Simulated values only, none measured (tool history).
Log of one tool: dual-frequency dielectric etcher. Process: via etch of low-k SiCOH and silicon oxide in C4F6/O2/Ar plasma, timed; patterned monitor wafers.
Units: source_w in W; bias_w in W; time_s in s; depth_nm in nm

run	hour	source_w	bias_w	time_s	depth_nm
1	0.0	450	171	44	131.96
2	1.4	450	156	44	129.95
3	6.5	490	156	44	136.36
4	8.6	550	156	44	145.50
5	12.7	550	156	41	135.01
6	15.2	550	156	41	136.36

The next listed run, before its measurement:
7	16.6	530	154	41	?

{"run 7": {"depth_nm": 132.85}}
